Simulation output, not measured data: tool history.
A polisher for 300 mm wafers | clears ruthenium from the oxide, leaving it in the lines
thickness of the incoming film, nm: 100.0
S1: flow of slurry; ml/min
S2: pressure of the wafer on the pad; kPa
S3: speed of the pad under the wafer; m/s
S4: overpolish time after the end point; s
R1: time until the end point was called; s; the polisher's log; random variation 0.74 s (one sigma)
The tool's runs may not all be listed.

{"run": 1, "day": 0.0, "S1": 275, "S2": 10.3, "S3": 1.24, "S4": 16, "R1": 100.27}
{"run": 2, "day": 0.325, "S1": 275, "S2": 10.3, "S3": 0.98, "S4": 16, "R1": 123.38}
{"run": 3, "day": 0.683, "S1": 275, "S2": 12.4, "S3": 0.98, "S4": 16, "R1": 101.22}
{"run": 4, "day": 0.946, "S1": 275, "S2": 12.4, "S3": 0.98, "S4": 16, "R1": 103.91}
{"run": 5, "day": 1.125, "S1": 235, "S2": 12.4, "S3": 0.98, "S4": 16, "R1": 105.22}
{"run": 6, "day": 1.192, "S1": 235, "S2": 12.4, "S3": 0.78, "S4": 16, "R1": 131.74}
{"run": 7, "day": 1.396, "S1": 255, "S2": 13.1, "S3": 0.88, "S4": 16, "R1": 111.16}
{"run": 8, "day": 1.579, "S1": 265, "S2": 13.8, "S3": 0.98, "S4": 16, "R1": 92.502}
{"run": 9, "day": 1.692, "S1": 275, "S2": 14.5, "S3": 1.04, "S4": 16, "R1": 85.726}
{"run": 10, "day": 1.967, "S1": 280, "S2": 14.5, "S3": 1.12, "S4": 16, "R1": 79.916}
{"run": 11, "day": 2.275, "S1": 285, "S2": 14.5, "S3": 1.18, "S4": 16, "R1": 74.881}
{"run": 12, "day": 2.617, "S1": 290, "S2": 14.5, "S3": 1.22, "S4": 16, "R1": 72.918}
{"run": 13, "day": 2.746, "S1": 290, "S2": 14.5, "S3": 1.26, "S4": 16, "R1": 69.5}
{"run": 14, "day": 2.929, "S1": 290, "S2": 14.5, "S3": 1.28, "S4": 16, "R1": 68.567}

Run 15 comes next. What will it give?
{"run": 15, "day": 3.258, "S1": 290, "S2": 14.5, "S3": 1.3, "S4": 16, "R1": "?"}

{"run 15": {"R1": 67.617}}

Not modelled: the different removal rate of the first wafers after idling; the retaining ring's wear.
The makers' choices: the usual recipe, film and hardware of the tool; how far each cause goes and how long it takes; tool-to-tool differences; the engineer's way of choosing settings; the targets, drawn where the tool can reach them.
